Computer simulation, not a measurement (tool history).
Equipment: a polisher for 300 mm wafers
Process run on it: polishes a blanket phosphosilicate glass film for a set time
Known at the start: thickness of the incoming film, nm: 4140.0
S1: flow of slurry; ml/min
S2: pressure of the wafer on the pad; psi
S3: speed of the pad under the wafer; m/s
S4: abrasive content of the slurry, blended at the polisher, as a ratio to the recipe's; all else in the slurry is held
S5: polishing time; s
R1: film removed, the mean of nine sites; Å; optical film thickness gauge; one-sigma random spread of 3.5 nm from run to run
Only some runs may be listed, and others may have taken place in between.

| run | hour | S1 | S2 | S3 | S4 | S5 | R1 |
|---|---|---|---|---|---|---|---|
| 1 | 0 | 145 | 4.1 | 0.8 | 1 | 22 | 2150.6 |
| 2 | 5 | 150 | 4.4 | 0.8 | 1 | 22 | 2215.2 |
| 3 | 7.2 | 150 | 4.4 | 0.8 | 1 | 20 | 2044.4 |
| 4 | 12.4 | 150 | 3.5 | 0.8 | 1 | 20 | 1811.5 |
| 5 | 15.5 | 150 | 3.5 | 0.8 | 1 | 20 | 1761.6 |
| 6 | 16.4 | 150 | 3.5 | 0.8 | 0.9 | 20 | 1669.9 |
| 7 | 22.1 | 150 | 4.2 | 0.84 | 0.9 | 20 | 1873.8 |
| 8 | 28.2 | 165 | 5.3 | 1.06 | 0.95 | 20 | 2835.7 |

What does the tool deliver on the next run?
| 9 | 30.3 | 165 | 5.4 | 1.06 | 0.95 | 20 | ? |

{"run 9": {"R1": 2868.1}}

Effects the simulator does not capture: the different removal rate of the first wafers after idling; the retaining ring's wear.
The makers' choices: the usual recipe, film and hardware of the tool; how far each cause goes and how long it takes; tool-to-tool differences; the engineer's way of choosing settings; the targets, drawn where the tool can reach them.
